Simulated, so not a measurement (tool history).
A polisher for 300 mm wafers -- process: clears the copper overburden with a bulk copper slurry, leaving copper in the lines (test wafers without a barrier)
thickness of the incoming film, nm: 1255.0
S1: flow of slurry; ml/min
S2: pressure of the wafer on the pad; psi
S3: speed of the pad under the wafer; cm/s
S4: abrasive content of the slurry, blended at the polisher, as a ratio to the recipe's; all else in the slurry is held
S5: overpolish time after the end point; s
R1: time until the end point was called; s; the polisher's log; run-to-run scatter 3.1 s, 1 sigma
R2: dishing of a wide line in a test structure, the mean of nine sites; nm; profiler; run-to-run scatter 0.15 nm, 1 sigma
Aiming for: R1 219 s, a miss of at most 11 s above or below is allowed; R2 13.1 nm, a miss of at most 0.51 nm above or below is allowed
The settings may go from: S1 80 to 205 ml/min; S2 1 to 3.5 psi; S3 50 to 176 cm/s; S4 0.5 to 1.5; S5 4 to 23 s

run,hour,S1,S2,S3,S4,S5,R1,R2
1,0,135,2.2,112,1,12,152.03,23.927
2,3.9,135,2.1,112,1,11,159.04,23.319
3,12.2,135,1.7,112,1,11,197.39,21.948
4,16.8,115,1.7,112,1,11,209.01,21.905
5,21,115,1.7,94,1,11,237.62,20.746
6,23.8,115,1.7,94,1.1,11,235.98,21.232
7,31.3,145,1.1,126,0.85,5,277.5,12.898
8,37.5,145,1.1,126,0.85,5,275.18,12.86
9,38.7,150,1.1,126,0.85,5,268.69,12.899
10,41.4,150,1.1,126,0.85,5,279.25,12.8
11,46.5,150,1.1,128,0.85,5,271.09,13.094
12,49.6,150,1.1,130,0.85,5,274.86,13.045
13,51.8,150,1.1,132,0.85,5,261.99,13.145
14,56,155,1.1,132,0.85,5,258.97,13.324

Which single option among these 4 for the next run brings every result within its allowed miss of target? Just one does.
A,60.2,160,1,162,0.7,4,?,?
B,60.2,160,1.2,142,1,4,?,?
C,60.2,150,1.2,130,0.75,4,?,?
D,60.2,180,1,106,0.75,6,?,?

move,R1,R2
A,256.3,12.093
B,227.43,13.168
C,258.31,12.085
D,348.1,12.927
A: nearer than the last run, and not there yet
B: all results land within tolerance of their targets
C: roughly where the last run was
D: the biggest miss grows against the last run
Answer: B

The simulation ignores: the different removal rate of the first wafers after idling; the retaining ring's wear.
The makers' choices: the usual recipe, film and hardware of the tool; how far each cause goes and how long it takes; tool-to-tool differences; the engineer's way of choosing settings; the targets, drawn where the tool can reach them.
